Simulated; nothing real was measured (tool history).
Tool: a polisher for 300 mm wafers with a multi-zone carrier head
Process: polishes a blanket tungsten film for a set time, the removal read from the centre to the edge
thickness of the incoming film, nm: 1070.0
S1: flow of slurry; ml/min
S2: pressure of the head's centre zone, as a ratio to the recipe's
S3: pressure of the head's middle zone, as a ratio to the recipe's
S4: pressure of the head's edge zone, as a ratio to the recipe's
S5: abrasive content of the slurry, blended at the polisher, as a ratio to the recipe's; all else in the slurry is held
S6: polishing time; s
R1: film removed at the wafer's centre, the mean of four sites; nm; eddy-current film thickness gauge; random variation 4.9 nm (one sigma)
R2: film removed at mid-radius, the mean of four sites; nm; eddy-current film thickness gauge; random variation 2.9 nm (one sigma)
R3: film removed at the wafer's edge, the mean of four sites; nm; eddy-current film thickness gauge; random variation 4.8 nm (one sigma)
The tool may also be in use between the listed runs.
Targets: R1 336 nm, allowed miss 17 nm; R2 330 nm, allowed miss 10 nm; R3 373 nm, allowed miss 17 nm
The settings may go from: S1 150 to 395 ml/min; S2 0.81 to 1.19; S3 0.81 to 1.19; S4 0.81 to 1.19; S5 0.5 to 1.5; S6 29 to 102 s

run  hour   S1    S2    S3    S4    S5  S6      R1      R2      R3
  1     0  250     1     1     1     1  65  287.01  294.29   304.2
  2     6  250     1     1  0.94     1  65  290.65  288.95  286.98
  3  12.9  255  1.01     1  0.97  1.05  65  292.35     295   297.1
  4  17.1  255  1.02     1     1   1.1  65  299.18  302.54  303.76
  5  17.8  255  1.02  1.05     1   1.1  65  295.83  304.93  292.59
  6  20.9  255  1.02  1.05     1  0.95  65  288.94  295.18  288.98
  7  29.2  255  1.03  1.03  1.02     1  65  295.94  291.84  298.36
  8  35.7  260  1.03  1.02  1.04  1.05  66  304.62  302.35  303.15
  9  38.1  255  1.02     1  1.05   1.1  67  301.12  306.18  314.99
 10  44.5  255  1.02  0.98  1.06  1.15  68  323.67  312.47  323.54
 11  48.3  255  1.01  0.97  1.07  1.15  69  321.12  315.01  335.51

Which of these 5 next moves meets every target?
  A  52.1  290  1.15  1.14  0.95  1.35  63   ?   ?   ?
  B  52.1  240  0.93  0.81  1.15   0.9  88   ?   ?   ?
  C  52.1  325  1.19  1.19     1  1.15  59   ?   ?   ?
  D  52.1  335  0.94  0.87  1.03  0.95  79   ?   ?   ?
  E  52.1  285  0.99  1.18  0.98     1  67   ?   ?   ?

move      R1      R2      R3
   A  354.44  335.64  300.55
   B   352.5  333.79  408.04
   C  333.63  313.82  278.24
   D  336.02  327.54  361.52
   E  299.88  338.35  299.65
A: further off than the last run
B: takes the result that was furthest off past its target
C: further off than the last run
D: meets every target
E: further off than the last run
Answer: D

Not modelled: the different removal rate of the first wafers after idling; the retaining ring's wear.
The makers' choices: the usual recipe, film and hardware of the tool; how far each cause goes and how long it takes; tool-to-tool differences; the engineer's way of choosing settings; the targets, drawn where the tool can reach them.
